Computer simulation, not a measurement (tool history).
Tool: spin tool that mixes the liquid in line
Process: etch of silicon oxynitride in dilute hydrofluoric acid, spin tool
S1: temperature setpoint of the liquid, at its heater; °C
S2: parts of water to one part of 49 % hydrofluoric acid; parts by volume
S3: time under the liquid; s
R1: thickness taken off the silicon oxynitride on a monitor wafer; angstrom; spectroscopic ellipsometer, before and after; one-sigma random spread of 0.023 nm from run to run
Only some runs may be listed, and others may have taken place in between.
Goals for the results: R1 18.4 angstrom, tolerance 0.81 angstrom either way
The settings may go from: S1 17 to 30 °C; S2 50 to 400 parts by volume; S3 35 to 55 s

run    day    S1   S2  S3      R1
  1      0    22  225  55  9.2766
  2  0.142    22  225  55  9.5504
  3  0.508    24  225  55  10.004
  4  0.558  25.5  195  55  12.638
  5  0.838  26.5  180  55  14.914
  6  1.017  27.5  175  55  15.618
  7  1.138    30  150  55   21.01
  8  1.275  29.5  150  55  20.225
  9  1.608    29  150  55  19.648
 10  1.675  28.5  150  55  19.675
 11  1.783    28  150  55  19.125

Consider the 4 candidate settings below. Which is the only one whose results all fall within their allowed miss of target?
  A  1.892    27  140  55   ?
  B  1.892  27.5  155  55   ?
  C  1.892    29  150  55   ?
  D  1.892    30  155  55   ?

move      R1
   A  19.719
   B  17.972
   C  19.927
   D  20.045
A: further off than the last run
B: each result inside its tolerance
C: further off than the last run
D: further off than the last run
The move that meets every target is B.
